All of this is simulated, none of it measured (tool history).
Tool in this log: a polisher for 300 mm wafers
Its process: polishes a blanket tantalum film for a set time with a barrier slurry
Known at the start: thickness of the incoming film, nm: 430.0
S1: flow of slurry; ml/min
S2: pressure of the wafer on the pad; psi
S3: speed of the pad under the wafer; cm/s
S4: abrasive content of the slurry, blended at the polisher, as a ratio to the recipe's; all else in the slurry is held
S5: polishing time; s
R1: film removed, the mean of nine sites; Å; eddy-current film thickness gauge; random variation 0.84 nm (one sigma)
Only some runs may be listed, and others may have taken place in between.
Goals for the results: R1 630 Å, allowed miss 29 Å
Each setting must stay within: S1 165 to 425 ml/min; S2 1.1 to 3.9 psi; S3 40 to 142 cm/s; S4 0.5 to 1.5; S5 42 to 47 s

run,day,S1,S2,S3,S4,S5,R1
1,0,275,2.5,90,1,47,788.59
2,0.254,275,2.4,90,1,47,757.8
3,0.35,275,2.3,90,1,47,756.37
4,0.529,275,2.3,90,1.2,47,776.21
5,0.842,275,2.2,90,1.2,47,764.4
6,0.917,275,2.1,90,1.2,47,722.35
7,1.254,275,2,90,1.2,47,704.69
8,1.312,275,1.9,90,1.2,47,656.43

Of the 5 settings listed for the next run, only one would bring every result within its allowed miss of target. Which one?
A,1.371,300,2,94,1.25,46,?
B,1.371,270,1.9,92,1.25,47,?
C,1.371,175,2,78,1.2,46,?
D,1.371,275,1.9,96,1.25,42,?
E,1.371,365,1.8,108,1.45,42,?

move,R1
A,723.29
B,689.47
C,572.81
D,638.91
E,719.51
A: lands further from the targets than the last run did
B: lands further from the targets than the last run did
C: takes the result that was furthest off past its target
D: in spec on every target
E: lands further from the targets than the last run did
D is the move that brings every result within its allowed miss.

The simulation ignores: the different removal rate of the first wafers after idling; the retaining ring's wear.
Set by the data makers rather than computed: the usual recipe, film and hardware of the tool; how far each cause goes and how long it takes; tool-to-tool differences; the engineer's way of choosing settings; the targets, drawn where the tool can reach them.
